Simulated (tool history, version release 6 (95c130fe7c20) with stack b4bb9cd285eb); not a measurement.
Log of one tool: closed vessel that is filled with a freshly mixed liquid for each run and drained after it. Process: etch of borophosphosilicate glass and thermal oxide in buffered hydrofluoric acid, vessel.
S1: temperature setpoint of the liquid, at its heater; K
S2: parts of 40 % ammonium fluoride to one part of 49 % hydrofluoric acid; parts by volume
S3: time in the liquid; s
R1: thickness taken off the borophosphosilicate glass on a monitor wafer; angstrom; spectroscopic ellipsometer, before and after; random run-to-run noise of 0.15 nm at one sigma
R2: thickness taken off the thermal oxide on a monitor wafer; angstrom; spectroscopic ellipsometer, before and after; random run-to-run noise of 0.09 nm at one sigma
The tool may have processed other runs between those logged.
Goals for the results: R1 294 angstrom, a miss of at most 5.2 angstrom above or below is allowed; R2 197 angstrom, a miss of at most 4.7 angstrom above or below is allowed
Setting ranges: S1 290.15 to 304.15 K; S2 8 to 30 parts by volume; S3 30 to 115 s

| run | hour | S1 | S2 | S3 | R1 | R2 |
|---|---|---|---|---|---|---|
| 1 | 0 | 296.15 | 21.5 | 60 | 457.61 | 305.34 |
| 2 | 5.2 | 297.65 | 21.5 | 60 | 496.7 | 332.4 |
| 3 | 11.7 | 297.65 | 21.5 | 45 | 368.8 | 249.8 |
| 4 | 18.6 | 297.65 | 21.5 | 70 | 575.82 | 384.85 |
| 5 | 27.3 | 296.15 | 23 | 70 | 509.7 | 341.54 |
| 6 | 35.1 | 295.15 | 23 | 70 | 481.16 | 322.01 |
| 7 | 41.1 | 294.15 | 24 | 70 | 441.44 | 295.06 |
| 8 | 41.8 | 293.15 | 25 | 70 | 408.26 | 272.07 |
| 9 | 49.1 | 292.65 | 26 | 70 | 384.21 | 256.72 |
| 10 | 55.4 | 292.15 | 27 | 70 | 365.5 | 244.8 |
| 11 | 63.1 | 291.65 | 27.5 | 70 | 349.98 | 233.32 |
| 12 | 69.3 | 291.15 | 28 | 70 | 340.55 | 224.75 |
| 13 | 77.9 | 291.15 | 28.5 | 70 | 331.65 | 222.07 |
| 14 | 82.7 | 291.15 | 29 | 70 | 327.11 | 218.17 |
| 15 | 89.1 | 290.65 | 29.5 | 70 | 313.47 | 209.44 |
| 16 | 90.1 | 290.15 | 30 | 70 | 301.2 | 201.22 |
| 17 | 94.4 | 290.15 | 29.5 | 70 | 310.66 | 204.98 |
| 18 | 102.8 | 290.15 | 30 | 70 | 302.51 | 202.49 |
| 19 | 110 | 290.15 | 29.5 | 70 | 307.52 | 203.69 |
| 20 | 116.4 | 290.15 | 30 | 70 | 306.55 | 204.37 |
| 21 | 119.3 | 290.15 | 30 | 70 | 302.18 | 202.68 |
| 22 | 123.3 | 290.15 | 30 | 70 | 301.25 | 203.2 |
| 23 | 126.8 | 290.15 | 29.5 | 70 | 305.01 | 203.44 |
| 24 | 130.2 | 290.15 | 30 | 70 | 303.24 | 202.01 |
| 25 | 131.3 | 290.15 | 29.5 | 70 | 305.26 | 204.53 |
| 26 | 139.7 | 290.15 | 30 | 70 | 301.92 | 201.34 |
| 27 | 143.9 | 290.15 | 29.5 | 70 | 304.75 | 203.83 |
| 28 | 145.5 | 290.15 | 30 | 70 | 304.81 | 200.78 |
| 29 | 147.1 | 290.15 | 29.5 | 70 | 309.43 | 204.01 |

Consider the 4 candidate settings below. Which is the only one whose results all fall within their allowed miss of target?
| A | 148.7 | 291.15 | 30 | 70 | ? | ? |
| B | 148.7 | 295.65 | 30 | 50 | ? | ? |
| C | 148.7 | 290.15 | 26.5 | 70 | ? | ? |
| D | 148.7 | 290.65 | 28 | 70 | ? | ? |

| move | R1 | R2 |
|---|---|---|
| A | 318.85 | 214.45 |
| B | 292.66 | 197.35 |
| C | 328.47 | 220.71 |
| D | 325.2 | 218.62 |
A: misses by more than the last run did
B: in spec on every target
C: misses by more than the last run did
D: misses by more than the last run did
The move that meets every target is B.

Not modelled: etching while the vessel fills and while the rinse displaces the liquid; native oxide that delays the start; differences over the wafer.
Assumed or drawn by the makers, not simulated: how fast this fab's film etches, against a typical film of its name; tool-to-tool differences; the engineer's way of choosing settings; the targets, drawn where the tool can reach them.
